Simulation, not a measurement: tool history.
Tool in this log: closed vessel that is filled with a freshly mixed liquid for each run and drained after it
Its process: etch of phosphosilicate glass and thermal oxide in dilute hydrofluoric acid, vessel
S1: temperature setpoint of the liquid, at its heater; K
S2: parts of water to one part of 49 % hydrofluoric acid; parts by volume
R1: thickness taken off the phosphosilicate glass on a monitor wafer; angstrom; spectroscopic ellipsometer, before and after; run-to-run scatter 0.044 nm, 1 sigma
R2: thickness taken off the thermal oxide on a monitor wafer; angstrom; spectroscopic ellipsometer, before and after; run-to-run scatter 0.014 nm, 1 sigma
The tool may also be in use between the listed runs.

{"run": 1, "day": 0.0, "S1": 298.15, "S2": 280, "time in the liquid (s)": 85, "R1": 156.91, "R2": 11.523}
{"run": 2, "day": 0.238, "S1": 298.15, "S2": 280, "time in the liquid (s)": 110, "R1": 202.12, "R2": 15.116}
{"run": 3, "day": 0.5, "S1": 298.15, "S2": 230, "time in the liquid (s)": 110, "R1": 258.51, "R2": 18.317}
{"run": 4, "day": 0.858, "S1": 296.15, "S2": 275, "time in the liquid (s)": 110, "R1": 191.85, "R2": 14.544}
{"run": 5, "day": 0.996, "S1": 295.65, "S2": 310, "time in the liquid (s)": 110, "R1": 160.96, "R2": 11.999}
{"run": 6, "day": 1.2, "S1": 295.65, "S2": 375, "time in the liquid (s)": 110, "R1": 126.73, "R2": 9.2641}
{"run": 7, "day": 1.388, "S1": 294.65, "S2": 390, "time in the liquid (s)": 110, "R1": 116.0, "R2": 8.4872}
{"run": 8, "day": 1.621, "S1": 293.65, "S2": 405, "time in the liquid (s)": 110, "R1": 107.0, "R2": 7.8706}
{"run": 9, "day": 1.829, "S1": 293.15, "S2": 415, "time in the liquid (s)": 110, "R1": 101.76, "R2": 7.4138}
{"run": 10, "day": 2.025, "S1": 292.65, "S2": 425, "time in the liquid (s)": 110, "R1": 97.931, "R2": 7.3758}
{"run": 11, "day": 2.329, "S1": 292.65, "S2": 435, "time in the liquid (s)": 110, "R1": 93.136, "R2": 6.7744}
{"run": 12, "day": 2.438, "S1": 292.15, "S2": 440, "time in the liquid (s)": 110, "R1": 91.583, "R2": 6.576}
{"run": 13, "day": 2.542, "S1": 292.15, "S2": 445, "time in the liquid (s)": 110, "R1": 90.131, "R2": 6.4857}

Expected results for the next run?
{"run": 14, "day": 2.596, "S1": 291.65, "S2": 450, "time in the liquid (s)": 110, "R1": "?", "R2": "?"}

{"run 14": {"R1": 86.659, "R2": 6.2795}}
